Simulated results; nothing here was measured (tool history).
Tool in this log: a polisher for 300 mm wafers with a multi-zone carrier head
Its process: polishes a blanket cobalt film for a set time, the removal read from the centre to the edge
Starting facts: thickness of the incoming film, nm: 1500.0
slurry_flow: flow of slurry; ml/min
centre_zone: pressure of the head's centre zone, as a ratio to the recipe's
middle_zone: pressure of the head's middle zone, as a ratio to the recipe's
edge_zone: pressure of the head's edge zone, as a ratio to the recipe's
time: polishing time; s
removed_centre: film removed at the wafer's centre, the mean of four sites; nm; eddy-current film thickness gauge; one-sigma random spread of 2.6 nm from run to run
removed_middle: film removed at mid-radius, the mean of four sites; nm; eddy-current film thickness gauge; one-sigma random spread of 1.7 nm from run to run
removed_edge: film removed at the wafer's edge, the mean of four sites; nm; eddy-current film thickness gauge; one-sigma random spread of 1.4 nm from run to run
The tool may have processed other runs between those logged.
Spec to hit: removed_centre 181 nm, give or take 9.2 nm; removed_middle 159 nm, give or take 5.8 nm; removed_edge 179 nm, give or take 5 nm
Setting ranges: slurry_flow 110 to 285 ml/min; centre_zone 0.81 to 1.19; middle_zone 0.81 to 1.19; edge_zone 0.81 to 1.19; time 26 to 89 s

run	hour	slurry_flow	centre_zone	middle_zone	edge_zone	time	removed_centre	removed_middle	removed_edge
1	0	180	1	1	1	57	174.98	176.51	172.76
2	0.6	180	1.01	0.98	1.01	57	182.7	172.94	176.86
3	9.5	180	1.01	1.01	1.01	57	176.59	178.02	175.54
4	17.2	175	1.01	0.99	1.02	57	179.2	174.05	174.03
5	19.9	175	1	0.97	1.03	57	175.44	168.58	175.61
6	21.6	175	1	1.03	1.03	57	176.81	177.83	177.35
# hour 26.8: worn pad replaced by a new one
7	26.8	170	1.01	1.01	1.04	57	194.76	194.8	198.08
8	33.2	170	1.01	1.01	1.04	57	196.46	197.48	193.67

Which single option among these 5 for the next run brings every result within its allowed miss of target? Just one does.
A	39.6	155	1.04	0.99	0.95	52	?	?	?
B	39.6	240	1.01	0.86	1.08	49	?	?	?
C	39.6	140	0.85	1.15	1.1	59	?	?	?
D	39.6	165	1	0.93	1	53	?	?	?
E	39.6	210	1.17	0.94	0.88	53	?	?	?

move	removed_centre	removed_middle	removed_edge
A	180.64	172.97	167.58
B	178.21	157.42	176.95
C	163.51	215.47	200.85
D	179.27	170.37	176.64
E	219.3	178.33	171.15
A: an improvement on the last run, though not all results are within tolerance
B: all results in spec
C: moves away from the targets compared with the last run
D: an improvement on the last run, though not all results are within tolerance
E: an improvement on the last run, though not all results are within tolerance
So the answer is move B, the one that meets all the targets.

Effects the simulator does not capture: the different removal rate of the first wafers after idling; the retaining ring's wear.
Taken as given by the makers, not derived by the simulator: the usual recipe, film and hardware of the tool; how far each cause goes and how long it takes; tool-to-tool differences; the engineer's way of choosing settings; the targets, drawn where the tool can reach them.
